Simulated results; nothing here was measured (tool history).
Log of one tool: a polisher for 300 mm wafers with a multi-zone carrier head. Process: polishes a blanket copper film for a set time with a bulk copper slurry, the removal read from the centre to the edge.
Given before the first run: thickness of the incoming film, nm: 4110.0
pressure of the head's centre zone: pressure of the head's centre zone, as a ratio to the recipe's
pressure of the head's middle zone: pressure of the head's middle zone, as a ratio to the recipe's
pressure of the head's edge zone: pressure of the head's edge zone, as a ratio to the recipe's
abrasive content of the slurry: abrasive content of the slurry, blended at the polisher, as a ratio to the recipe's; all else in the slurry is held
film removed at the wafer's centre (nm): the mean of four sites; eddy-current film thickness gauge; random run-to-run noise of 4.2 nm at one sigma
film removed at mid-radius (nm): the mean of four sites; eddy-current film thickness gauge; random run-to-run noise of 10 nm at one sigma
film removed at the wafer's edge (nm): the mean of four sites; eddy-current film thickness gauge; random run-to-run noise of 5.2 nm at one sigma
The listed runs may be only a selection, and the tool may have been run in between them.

run	hour	flow of slurry (ml/min)	pressure of the head's centre zone	pressure of the head's middle zone	pressure of the head's edge zone	abrasive content of the slurry	polishing time (s)	film removed at the wafer's centre (nm)	film removed at mid-radius (nm)	film removed at the wafer's edge (nm)
1	0	210	1	1	1	1	84	574.47	567.65	557.59
2	5	210	1.05	1	1	1	84	602.27	579.62	558.38
3	9.4	210	1.05	0.95	1	1	84	598.54	545.22	570.79
4	12.1	210	1.05	0.95	0.96	1	84	606.37	543.94	553.41
5	19.1	225	1.05	0.96	1.02	1.15	85	628.08	563.41	598.34
6	21.7	225	1.05	0.96	1.02	1.15	97	708.5	653.09	680.16

Predict the results of run 7:
7	26.9	225	1.04	0.97	1.05	1.2	97	?	?	?

{"run 7": {"film removed at the wafer's centre (nm)": 712.64, "film removed at mid-radius (nm)": 667.8, "film removed at the wafer's edge (nm)": 703.11}}
